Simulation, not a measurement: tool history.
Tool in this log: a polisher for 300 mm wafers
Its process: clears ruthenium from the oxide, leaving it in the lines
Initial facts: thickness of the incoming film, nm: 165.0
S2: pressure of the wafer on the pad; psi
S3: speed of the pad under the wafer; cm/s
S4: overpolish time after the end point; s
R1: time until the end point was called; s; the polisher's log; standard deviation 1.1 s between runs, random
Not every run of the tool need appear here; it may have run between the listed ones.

Run 1, hour 0: flow of slurry (ml/min) 195, S2 1.7 psi, S3 112 cm/s, S4 46 s. Result: R1 197.74 s.
Run 2, hour 3.2: flow of slurry (ml/min) 195, S2 1.8 psi, S3 112 cm/s, S4 46 s. Result: R1 187.48 s.
Run 3, hour 8: flow of slurry (ml/min) 195, S2 1.9 psi, S3 112 cm/s, S4 46 s. Result: R1 178.57 s.
Run 4, hour 15.2: flow of slurry (ml/min) 230, S2 1.9 psi, S3 112 cm/s, S4 46 s. Result: R1 171.74 s.
Run 5, hour 20.9: flow of slurry (ml/min) 230, S2 1.9 psi, S3 112 cm/s, S4 46 s. Result: R1 169.88 s.
Run 6, hour 26.7: flow of slurry (ml/min) 235, S2 2 psi, S3 112 cm/s, S4 46 s. Result: R1 163.43 s.

Run 7 comes next. What will it give?
Run 7, hour 31.6: flow of slurry (ml/min) 240, S2 2.1 psi, S3 112 cm/s, S4 46 s. Result: R1 ?.

{"run 7": {"R1": 155.6}}

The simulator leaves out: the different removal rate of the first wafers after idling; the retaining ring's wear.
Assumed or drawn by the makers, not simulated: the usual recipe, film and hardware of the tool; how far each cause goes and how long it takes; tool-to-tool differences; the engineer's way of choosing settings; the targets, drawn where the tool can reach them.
